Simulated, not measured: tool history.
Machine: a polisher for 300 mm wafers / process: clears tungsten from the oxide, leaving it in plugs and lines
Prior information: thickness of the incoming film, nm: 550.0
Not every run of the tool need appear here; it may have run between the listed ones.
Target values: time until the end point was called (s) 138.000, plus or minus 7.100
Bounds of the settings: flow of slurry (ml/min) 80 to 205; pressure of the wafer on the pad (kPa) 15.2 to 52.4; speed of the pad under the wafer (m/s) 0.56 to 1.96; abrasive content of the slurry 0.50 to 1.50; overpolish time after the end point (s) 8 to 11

run  hour  flow of slurry (ml/min)  pressure of the wafer on the pad (kPa)  speed of the pad under the wafer (m/s)  abrasive content of the slurry  overpolish time after the end point (s)  time until the end point was called (s)
  1   0.0                      135                                    33.8                                    1.26                            1.00                                       11                                   72.817
  2   2.3                      135                                    33.8                                    1.40                            1.00                                       11                                   66.814
  3   8.8                      135                                    37.2                                    1.40                            1.00                                       11                                   60.982
  4  14.5                      130                                    30.3                                    1.30                            1.00                                       11                                   79.590
  5  22.9                      115                                    30.3                                    1.30                            1.00                                       11                                   81.200
  6  27.7                      115                                    25.5                                    1.26                            1.00                                       11                                   94.903
  7  30.6                      115                                    22.1                                    1.22                            1.00                                       11                                  110.630
  8  37.6                      115                                    20.0                                    1.22                            1.00                                       11                                  119.750
  9  41.4                      110                                    15.2                                    1.20                            1.00                                       11                                  146.040

Exactly one of the 5 candidate moves below puts every result within its allowed miss. Which one?
  A  45.2                      120                                    15.2                                    1.12                            0.95                                        8                                        ?
  B  45.2                      130                                    15.2                                    0.98                            1.00                                       11                                        ?
  C  45.2                      110                                    15.2                                    1.14                            1.00                                        8                                        ?
  D  45.2                      120                                    15.2                                    1.26                            0.55                                       11                                        ?
  E  45.2                      100                                    15.2                                    1.40                            0.85                                        8                                        ?

move  time until the end point was called (s)
   A                                  156.790
   B                                  173.640
   C                                  154.670
   D                                  159.670
   E                                  134.350
A: misses by more than the last run did
B: misses by more than the last run did
C: misses by more than the last run did
D: misses by more than the last run did
E: meets every target
Move E is the one to make.
